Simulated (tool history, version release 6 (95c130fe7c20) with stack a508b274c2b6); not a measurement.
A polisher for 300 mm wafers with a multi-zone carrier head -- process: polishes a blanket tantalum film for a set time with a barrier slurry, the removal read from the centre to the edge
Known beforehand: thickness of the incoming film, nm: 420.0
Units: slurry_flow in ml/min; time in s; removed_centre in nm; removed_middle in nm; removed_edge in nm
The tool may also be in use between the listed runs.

run  hour  slurry_flow  centre_zone  middle_zone  edge_zone  slurry_solids  time  removed_centre  removed_middle  removed_edge
  1   0.0          150         1.00         1.00       1.00           1.00    45          49.823          48.550        49.398
  2   1.8          155         1.00         1.01       1.02           1.00    45          49.980          49.296        51.472
  3   5.4          160         1.01         1.02       1.02           1.00    45          50.915          49.415        51.217
  4   8.1          165         1.01         1.03       1.03           1.00    45          50.913          50.318        50.830
  5   8.7          165         1.01         1.03       1.04           1.05    45          51.382          51.086        51.046
  6  12.6          165         1.01         1.03       0.98           1.05    45          50.682          50.873        50.036
  7  16.5          165         1.01         1.03       1.00           1.05    45          51.868          51.276        50.678
  8  24.6          170         1.01         1.03       1.02           1.05    45          53.144          51.120        52.203

What will run 9 give?
  9  33.3          175         1.00         1.04       1.03           1.05    45               ?               ?             ?

{"run 9": {"removed_centre": 52.042, "removed_middle": 52.244, "removed_edge": 52.774}}

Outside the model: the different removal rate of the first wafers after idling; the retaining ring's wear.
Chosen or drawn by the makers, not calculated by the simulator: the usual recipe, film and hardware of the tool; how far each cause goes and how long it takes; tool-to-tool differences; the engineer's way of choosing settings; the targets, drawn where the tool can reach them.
